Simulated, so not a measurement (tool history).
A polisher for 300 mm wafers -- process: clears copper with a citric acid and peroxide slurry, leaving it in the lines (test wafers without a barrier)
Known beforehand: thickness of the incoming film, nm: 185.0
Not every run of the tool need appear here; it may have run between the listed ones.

| run | hour | flow of slurry (ml/min) | pressure of the wafer on the pad (kPa) | speed of the pad under the wafer (m/s) | abrasive content of the slurry | overpolish time after the end point (s) | time until the end point was called (s) | dishing of a wide line in a test structure (nm) |
|---|---|---|---|---|---|---|---|---|
| 1 | 0 | 280 | 17.2 | 1.14 | 1 | 8 | 75.933 | 14.874 |
| 2 | 8.5 | 240 | 17.2 | 1.14 | 1 | 8 | 77.698 | 14.762 |
| 3 | 16.6 | 275 | 16.5 | 1.14 | 1 | 7 | 76.877 | 12.852 |
| 4 | 21.9 | 305 | 15.9 | 1.16 | 1 | 6 | 77.873 | 10.956 |
| 5 | 26.1 | 330 | 15.9 | 1.18 | 1 | 5 | 77.127 | 9.5688 |
| 6 | 33.4 | 395 | 15.9 | 1.18 | 1 | 5 | 78.851 | 9.6099 |
| 7 | 37.3 | 315 | 16.5 | 1.22 | 1 | 2 | 71.492 | 4.2143 |
| 8 | 38.7 | 335 | 16.5 | 1.24 | 1 | 2 | 71.936 | 4.2258 |

For run 9, what comes out?
| 9 | 45.3 | 350 | 16.5 | 1.26 | 1.05 | 2 | ? | ? |

{"run 9": {"time until the end point was called (s)": 72.451, "dishing of a wide line in a test structure (nm)": 4.4628}}
